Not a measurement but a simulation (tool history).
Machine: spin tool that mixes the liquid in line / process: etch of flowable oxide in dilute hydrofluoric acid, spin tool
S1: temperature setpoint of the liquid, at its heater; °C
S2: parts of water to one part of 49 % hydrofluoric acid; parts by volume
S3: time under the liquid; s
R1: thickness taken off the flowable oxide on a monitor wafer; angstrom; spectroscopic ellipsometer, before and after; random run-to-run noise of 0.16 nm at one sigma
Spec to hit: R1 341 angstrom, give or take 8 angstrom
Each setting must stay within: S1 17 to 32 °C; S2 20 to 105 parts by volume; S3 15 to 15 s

run  hour    S1  S2  S3      R1
  1     0    24  55  15  192.24
  2   2.7    24  65  15  161.56
  3   7.7  25.5  60  15  186.48
  4  16.4    27  55  15  216.35
  5    18  25.5  55  15   205.8
  6  20.7    27  50  15  242.73
  7  23.4    28  50  15  251.34
  8  31.6    29  50  15  260.09
  9  34.8  29.5  50  15  264.06

Which one of the following 4 next-run settings gets every result inside its allowed miss? There is exactly one.
  A    38    32  45  15   ?
  B    38    26  40  15   ?
  C    38  29.5  40  15   ?
  D    38    31  35  15   ?

move      R1
   A  328.29
   B  293.03
   C  337.43
   D   412.5
A: an improvement on the last run, though not all results are within tolerance
B: an improvement on the last run, though not all results are within tolerance
C: all results land within tolerance of their targets
D: moves the result that the last run missed by most past its target, out the other side
The right move is C.

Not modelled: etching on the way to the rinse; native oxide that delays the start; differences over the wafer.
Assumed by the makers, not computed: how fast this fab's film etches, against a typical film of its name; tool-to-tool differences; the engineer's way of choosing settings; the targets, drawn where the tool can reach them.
